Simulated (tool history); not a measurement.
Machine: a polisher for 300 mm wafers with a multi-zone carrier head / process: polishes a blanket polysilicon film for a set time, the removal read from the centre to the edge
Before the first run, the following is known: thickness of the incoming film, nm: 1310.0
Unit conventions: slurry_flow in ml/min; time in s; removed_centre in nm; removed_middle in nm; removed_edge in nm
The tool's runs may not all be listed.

run,hour,slurry_flow,centre_zone,middle_zone,edge_zone,time,removed_centre,removed_middle,removed_edge
1,0,205,1,1,1,39,427.7,431.55,423.25
2,8.7,205,0.99,1,1.03,41,448.23,443.41,450.33
3,17.2,205,0.97,1.01,1.05,43,450.35,477.39,481.95
4,23.1,205,0.97,0.94,1.05,43,466.55,447.38,478.33
5,31.2,205,0.97,0.9,1.05,43,452.2,433.45,482
6,39.7,205,0.97,0.9,1.01,43,452.99,430.4,476.01
7,41.7,210,0.96,0.91,1.02,45,469.59,459.87,495.22
8,47.2,205,0.95,0.92,1.04,47,491.33,483.8,522.31
9,50.3,210,0.94,0.93,1.06,48,488.07,492.72,551.59
10,54.4,210,0.94,0.93,1.06,48,495.8,502.3,546.79
11,60.8,215,0.94,0.94,1.08,49,505.89,521.36,560

Run 12 is up next; what results do you expect?
12,65.2,215,0.93,0.94,1.09,50,?,?,?

removed_centre: 504.85 nm
removed_middle: 526.12 nm
removed_edge: 574.42 nm

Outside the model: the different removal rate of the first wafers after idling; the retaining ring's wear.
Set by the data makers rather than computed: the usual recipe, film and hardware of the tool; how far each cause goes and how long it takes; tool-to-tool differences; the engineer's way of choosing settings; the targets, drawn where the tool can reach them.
